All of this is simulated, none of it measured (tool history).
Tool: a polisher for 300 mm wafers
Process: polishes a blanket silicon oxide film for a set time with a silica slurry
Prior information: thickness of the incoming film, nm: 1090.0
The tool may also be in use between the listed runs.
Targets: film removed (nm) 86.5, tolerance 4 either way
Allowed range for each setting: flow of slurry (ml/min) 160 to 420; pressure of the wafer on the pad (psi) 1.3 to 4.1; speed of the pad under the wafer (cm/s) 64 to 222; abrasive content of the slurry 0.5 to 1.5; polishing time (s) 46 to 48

run	hour	flow of slurry (ml/min)	pressure of the wafer on the pad (psi)	speed of the pad under the wafer (cm/s)	abrasive content of the slurry	polishing time (s)	film removed (nm)
1	0	270	2.7	142	1	46	120.2
2	0.7	270	2.7	142	1	48	127.08
3	6.3	270	2.7	164	1	48	139.81
4	10.1	270	2.7	186	1	48	158.98
5	15.3	270	2.5	184	1	48	141.33
6	18.9	270	2.5	216	1	48	162.94
7	22.5	270	2.4	212	1	48	155.75
8	23.3	270	2.3	208	1	48	148.05
9	32	270	2.2	204	1	48	139.16
10	32.6	270	2.1	200	1	48	130.54
11	38.6	270	2.1	200	1	48	130.57
12	41.8	270	1.4	176	0.95	48	78.644

Which single option among these 4 for the next run brings every result within its allowed miss of target? Just one does.
A	45	285	1.6	144	0.9	48	?
B	45	275	1.6	142	1	46	?
C	45	345	1.6	148	0.85	47	?
D	45	210	1.6	176	1	48	?

move	film removed (nm)
A	74.44
B	73.594
C	73.876
D	88.239
A: the biggest miss grows against the last run
B: the biggest miss grows against the last run
C: the biggest miss grows against the last run
D: in spec on every target
Correct choice: D, which meets every target
